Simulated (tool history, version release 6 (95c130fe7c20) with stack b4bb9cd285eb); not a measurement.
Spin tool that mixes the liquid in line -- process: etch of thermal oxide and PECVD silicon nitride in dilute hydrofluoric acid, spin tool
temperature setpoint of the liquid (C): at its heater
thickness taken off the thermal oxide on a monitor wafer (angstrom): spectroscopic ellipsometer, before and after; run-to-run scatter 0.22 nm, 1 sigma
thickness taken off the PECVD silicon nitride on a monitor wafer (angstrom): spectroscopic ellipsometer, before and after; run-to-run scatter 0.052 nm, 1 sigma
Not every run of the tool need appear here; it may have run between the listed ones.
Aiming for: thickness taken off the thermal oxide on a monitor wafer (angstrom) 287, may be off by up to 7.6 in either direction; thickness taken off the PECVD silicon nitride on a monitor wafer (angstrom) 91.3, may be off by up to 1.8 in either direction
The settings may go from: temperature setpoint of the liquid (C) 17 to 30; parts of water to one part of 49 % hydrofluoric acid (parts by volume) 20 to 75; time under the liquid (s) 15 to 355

run  hour  temperature setpoint of the liquid (C)  parts of water to one part of 49 % hydrofluoric acid (parts by volume)  time under the liquid (s)  thickness taken off the thermal oxide on a monitor wafer (angstrom)  thickness taken off the PECVD silicon nitride on a monitor wafer (angstrom)
  1     0                                      22                                                                      45                        180                                                               201.95                                                                       62.664
  2   1.7                                    22.5                                                                      40                        180                                                                237.5                                                                       72.139
  3   2.7                                    23.5                                                                      40                        180                                                               249.17                                                                       77.724
  4  11.2                                    23.5                                                                      50                        180                                                                  193                                                                       62.212
  5  12.7                                    23.5                                                                      60                        180                                                               159.61                                                                       52.175
  6  14.4                                    24.5                                                                      50                        175                                                               194.32                                                                       64.854
  7    20                                      24                                                                      35                        170                                                               272.91                                                                       86.219
  8  22.4                                    24.5                                                                      35                        170                                                                  283                                                                       89.143

Exercise: of the 5 proposed moves below, exactly one satisfies all targets within the stated allowed misses. Which move is it?
  A  24.8                                      24                                                                      45                        220                                                                    ?                                                                            ?
  B  24.8                                    23.5                                                                      35                        195                                                                    ?                                                                            ?
  C  24.8                                    25.5                                                                      45                        210                                                                    ?                                                                            ?
  D  24.8                                      25                                                                      30                        145                                                                    ?                                                                            ?
  E  24.8                                      23                                                                      30                        155                                                                    ?                                                                            ?

move  thickness taken off the thermal oxide on a monitor wafer (angstrom)  thickness taken off the PECVD silicon nitride on a monitor wafer (angstrom)
   A                                                               270.84                                                                       87.913
   B                                                               306.36                                                                       96.203
   C                                                               274.96                                                                       92.822
   D                                                               284.84                                                                       91.971
   E                                                               280.04                                                                        85.79
A: its largest miss is bigger than the last run's
B: moves the result that the last run missed by most past its target, out the other side
C: meets the target for the result that was furthest off, but another lies outside its allowed miss
D: all results land within tolerance of their targets
E: its largest miss is bigger than the last run's
D meets every target.
